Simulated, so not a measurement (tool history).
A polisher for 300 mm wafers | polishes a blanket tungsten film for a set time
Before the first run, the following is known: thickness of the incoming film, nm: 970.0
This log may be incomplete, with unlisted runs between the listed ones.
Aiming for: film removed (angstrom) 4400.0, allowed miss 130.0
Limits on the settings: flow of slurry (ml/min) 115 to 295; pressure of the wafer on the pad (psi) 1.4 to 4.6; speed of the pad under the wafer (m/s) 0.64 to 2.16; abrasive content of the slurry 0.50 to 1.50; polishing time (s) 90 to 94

| run | hour | flow of slurry (ml/min) | pressure of the wafer on the pad (psi) | speed of the pad under the wafer (m/s) | abrasive content of the slurry | polishing time (s) | film removed (angstrom) |
|---|---|---|---|---|---|---|---|
| 1 | 0.0 | 190 | 3.0 | 1.40 | 1.00 | 90 | 4137.7 |
| 2 | 8.6 | 195 | 3.0 | 1.40 | 1.00 | 90 | 4252.3 |
| 3 | 16.4 | 195 | 3.0 | 1.40 | 0.90 | 90 | 4070.2 |
| 4 | 21.7 | 195 | 3.0 | 1.40 | 0.90 | 90 | 4112.5 |
| 5 | 29.8 | 170 | 3.0 | 1.40 | 0.90 | 90 | 4011.8 |
| 6 | 35.0 | 170 | 3.0 | 1.40 | 0.90 | 94 | 4108.1 |
| 7 | 41.5 | 180 | 3.0 | 1.40 | 0.90 | 94 | 4141.3 |
| 8 | 49.7 | 185 | 3.0 | 1.40 | 0.90 | 94 | 4252.5 |
| 9 | 52.6 | 190 | 3.0 | 1.40 | 0.90 | 94 | 4224.7 |

4 candidate next runs follow, results not yet known. Just one meets every target within its allowed miss. Identify it.
| A | 55.5 | 195 | 3.0 | 1.36 | 0.85 | 91 | ? |
| B | 55.5 | 205 | 2.8 | 1.38 | 0.90 | 94 | ? |
| C | 55.5 | 115 | 3.2 | 1.44 | 0.85 | 90 | ? |
| D | 55.5 | 210 | 3.2 | 1.32 | 0.95 | 94 | ? |

| move | film removed (angstrom) |
|---|---|
| A | 3894.0 |
| B | 3911.9 |
| C | 3919.3 |
| D | 4351.1 |
A: the biggest miss grows against the last run
B: the biggest miss grows against the last run
C: the biggest miss grows against the last run
D: all results in spec
D meets every target.
